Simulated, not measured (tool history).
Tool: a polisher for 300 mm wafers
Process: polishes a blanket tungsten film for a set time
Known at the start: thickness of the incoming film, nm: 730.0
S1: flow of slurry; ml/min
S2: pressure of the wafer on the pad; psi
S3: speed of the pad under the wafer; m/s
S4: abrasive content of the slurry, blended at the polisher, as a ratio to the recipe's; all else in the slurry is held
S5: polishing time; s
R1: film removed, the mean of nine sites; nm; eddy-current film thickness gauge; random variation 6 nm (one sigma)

Run 1, hour 0: S1 150 ml/min, S2 3.5 psi, S3 1.26 m/s, S4 1, S5 67 s. Result: R1 295.59 nm.
Run 2, hour 6.7: S1 150 ml/min, S2 3.8 psi, S3 1.26 m/s, S4 1, S5 67 s. Result: R1 315.68 nm.
Run 3, hour 8.6: S1 150 ml/min, S2 3.8 psi, S3 1.26 m/s, S4 1.1, S5 67 s. Result: R1 326.08 nm.
Run 4, hour 14.3: S1 150 ml/min, S2 3.8 psi, S3 1.02 m/s, S4 1.1, S5 67 s. Result: R1 264.07 nm.
Run 5, hour 17.1: S1 185 ml/min, S2 3.8 psi, S3 1.02 m/s, S4 1.1, S5 67 s. Result: R1 276.07 nm.
Run 6, hour 20.8: S1 185 ml/min, S2 4.1 psi, S3 1.06 m/s, S4 1.1, S5 67 s. Result: R1 304.38 nm.
At hour 26.1: slurry nozzle cleaned.
Run 7, hour 26.1: S1 185 ml/min, S2 4.3 psi, S3 1.1 m/s, S4 1.1, S5 67 s. Result: R1 354.46 nm.
Run 8, hour 27.3: S1 185 ml/min, S2 4.3 psi, S3 1.1 m/s, S4 1.1, S5 67 s. Result: R1 352.53 nm.
Run 9, hour 28: S1 185 ml/min, S2 4.5 psi, S3 1.1 m/s, S4 1.1, S5 67 s. Result: R1 359.03 nm.
Run 10, hour 33.4: S1 185 ml/min, S2 4.6 psi, S3 1.12 m/s, S4 1.1, S5 67 s. Result: R1 372.32 nm.
Run 11, hour 35.6: S1 190 ml/min, S2 5.4 psi, S3 1.26 m/s, S4 1.1, S5 67 s. Result: R1 477.12 nm.
Run 12, hour 40.7: S1 190 ml/min, S2 5.4 psi, S3 1.28 m/s, S4 1.1, S5 67 s. Result: R1 477.26 nm.
Run 13, hour 45.1: S1 190 ml/min, S2 5.4 psi, S3 1.3 m/s, S4 1.1, S5 67 s. Result: R1 484.69 nm.

The next listed run, before its measurement:
Run 14, hour 53.9: S1 190 ml/min, S2 5.4 psi, S3 1.32 m/s, S4 1.1, S5 67 s. Result: R1 ?.

Run 14 gave R1 478.23 nm.
